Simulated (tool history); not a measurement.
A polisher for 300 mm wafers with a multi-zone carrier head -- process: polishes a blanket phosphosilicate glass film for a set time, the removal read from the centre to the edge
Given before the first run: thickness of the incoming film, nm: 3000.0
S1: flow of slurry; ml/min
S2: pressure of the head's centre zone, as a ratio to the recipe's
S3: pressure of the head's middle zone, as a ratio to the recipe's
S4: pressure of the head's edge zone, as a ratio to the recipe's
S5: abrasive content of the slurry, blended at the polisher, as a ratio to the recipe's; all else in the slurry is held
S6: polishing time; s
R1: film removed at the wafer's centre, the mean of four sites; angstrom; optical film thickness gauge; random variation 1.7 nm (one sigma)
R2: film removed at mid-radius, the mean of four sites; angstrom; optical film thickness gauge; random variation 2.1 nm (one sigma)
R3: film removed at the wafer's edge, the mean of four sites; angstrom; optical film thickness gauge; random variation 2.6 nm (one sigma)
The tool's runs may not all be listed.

run 1 day=0.000 | S1=190 S2=1.00 S3=1.00 S4=1.00 S5=1.00 S6=36 | R1=4015.2 R2=3910.2 R3=3882.1
run 2 day=0.358 | S1=185 S2=1.00 S3=0.97 S4=1.01 S5=0.90 S6=34 | R1=3589.3 R2=3353.4 R3=3519.4
run 3 day=0.500 | S1=230 S2=1.00 S3=0.97 S4=1.01 S5=0.90 S6=34 | R1=3651.1 R2=3519.0 R3=3573.5
run 4 day=0.804 | S1=230 S2=1.00 S3=0.97 S4=1.01 S5=0.70 S6=34 | R1=3108.2 R2=2927.3 R3=3031.4
run 5 day=1.146 | S1=220 S2=0.99 S3=0.94 S4=1.00 S5=0.65 S6=33 | R1=2842.8 R2=2615.6 R3=2764.1
run 6 day=1.275 | S1=210 S2=0.98 S3=0.92 S4=1.00 S5=0.65 S6=32 | R1=2698.5 R2=2477.0 R3=2715.3

Run 7, settings as shown, results not yet in. Your forecast:
run 7 day=1.417 | S1=200 S2=0.98 S3=0.90 S4=0.99 S5=0.65 S6=32 | R1=? R2=? R3=?

Logged for run 7: R1 2714.8 angstrom, R2 2424.7 angstrom, R3 2599.1 angstrom.
